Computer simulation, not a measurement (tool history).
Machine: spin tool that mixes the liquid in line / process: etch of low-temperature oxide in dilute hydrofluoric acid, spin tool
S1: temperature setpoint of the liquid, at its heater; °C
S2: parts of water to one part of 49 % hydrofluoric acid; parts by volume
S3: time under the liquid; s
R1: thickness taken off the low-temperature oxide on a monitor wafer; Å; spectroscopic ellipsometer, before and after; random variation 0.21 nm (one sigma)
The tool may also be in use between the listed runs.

{"run": 1, "day": 0.0, "S1": 23.0, "S2": 105, "S3": 70, "R1": 143.17}
{"run": 2, "day": 0.262, "S1": 24.0, "S2": 100, "S3": 70, "R1": 158.35}
{"run": 3, "day": 0.6, "S1": 25.0, "S2": 95, "S3": 70, "R1": 176.11}
{"run": 4, "day": 0.633, "S1": 28.0, "S2": 95, "S3": 70, "R1": 197.36}
{"run": 5, "day": 0.842, "S1": 28.0, "S2": 95, "S3": 75, "R1": 210.73}
{"run": 6, "day": 0.908, "S1": 28.5, "S2": 90, "S3": 75, "R1": 229.67}

Predict the results of run 7:
{"run": 7, "day": 1.2, "S1": 29.0, "S2": 90, "S3": 75, "R1": "?"}

{"run 7": {"R1": 234.27}}
